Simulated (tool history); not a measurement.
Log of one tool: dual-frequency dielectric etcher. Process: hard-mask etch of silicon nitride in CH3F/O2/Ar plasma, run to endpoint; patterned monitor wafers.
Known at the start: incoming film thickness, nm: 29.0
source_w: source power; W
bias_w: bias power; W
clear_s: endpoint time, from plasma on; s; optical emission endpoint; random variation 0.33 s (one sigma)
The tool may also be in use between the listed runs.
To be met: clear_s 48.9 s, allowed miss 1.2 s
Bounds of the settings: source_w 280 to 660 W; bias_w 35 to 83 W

run 1 hour=0 | source_w=470 bias_w=59 | clear_s=43.693
run 2 hour=7.8 | source_w=460 bias_w=58 | clear_s=44.242
run 3 hour=12.9 | source_w=450 bias_w=57 | clear_s=44.79
run 4 hour=17.6 | source_w=450 bias_w=64 | clear_s=43.315
run 5 hour=22.3 | source_w=450 bias_w=73 | clear_s=41.033
run 6 hour=24.4 | source_w=430 bias_w=72 | clear_s=42.084
run 7 hour=25.5 | source_w=410 bias_w=71 | clear_s=42.25
run 8 hour=31 | source_w=400 bias_w=69 | clear_s=42.911
run 9 hour=38.3 | source_w=390 bias_w=67 | clear_s=43.555
run 10 hour=43.8 | source_w=380 bias_w=65 | clear_s=44.942
run 11 hour=50.7 | source_w=380 bias_w=65 | clear_s=44.897
run 12 hour=54.4 | source_w=370 bias_w=64 | clear_s=44.764
run 13 hour=58.3 | source_w=280 bias_w=54 | clear_s=50.545

Which of these 5 next moves meets every target?
run A hour=62.2 | source_w=340 bias_w=65 | clear_s=?
run B hour=62.2 | source_w=380 bias_w=62 | clear_s=?
run C hour=62.2 | source_w=370 bias_w=63 | clear_s=?
run D hour=62.2 | source_w=360 bias_w=52 | clear_s=?
run E hour=62.2 | source_w=370 bias_w=62 | clear_s=?

move=A clear_s=45.885
move=B clear_s=45.551
move=C clear_s=45.559
move=D clear_s=49.127
move=E clear_s=45.827
A: takes the result that was furthest off past its target
B: takes the result that was furthest off past its target
C: takes the result that was furthest off past its target
D: meets every target
E: takes the result that was furthest off past its target
The right move is D.
